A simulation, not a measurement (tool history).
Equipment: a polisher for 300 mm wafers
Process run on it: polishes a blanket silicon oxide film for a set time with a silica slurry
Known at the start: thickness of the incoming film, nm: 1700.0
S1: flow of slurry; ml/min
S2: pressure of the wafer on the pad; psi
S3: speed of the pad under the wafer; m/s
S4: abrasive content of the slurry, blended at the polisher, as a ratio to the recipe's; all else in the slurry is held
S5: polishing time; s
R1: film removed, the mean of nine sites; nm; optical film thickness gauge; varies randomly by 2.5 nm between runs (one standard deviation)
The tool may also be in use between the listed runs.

run 1 hour=0 | S1=220 S2=4.9 S3=1.48 S4=1 S5=56 | R1=308.77
run 2 hour=2.2 | S1=265 S2=4.9 S3=1.48 S4=1 S5=56 | R1=311.99
run 3 hour=10.7 | S1=265 S2=5.2 S3=1.48 S4=1 S5=56 | R1=330.53
run 4 hour=11.3 | S1=300 S2=5.2 S3=1.48 S4=1 S5=56 | R1=337.9
run 5 hour=12 | S1=300 S2=5.2 S3=1.48 S4=1.15 S5=56 | R1=348.99
run 6 hour=18.1 | S1=300 S2=5.4 S3=1.48 S4=1.15 S5=56 | R1=365.27

Predict the results of run 7:
run 7 hour=26.7 | S1=300 S2=5.5 S3=1.48 S4=1.15 S5=56 | R1=?

Run 7 measured R1 376.17 nm.

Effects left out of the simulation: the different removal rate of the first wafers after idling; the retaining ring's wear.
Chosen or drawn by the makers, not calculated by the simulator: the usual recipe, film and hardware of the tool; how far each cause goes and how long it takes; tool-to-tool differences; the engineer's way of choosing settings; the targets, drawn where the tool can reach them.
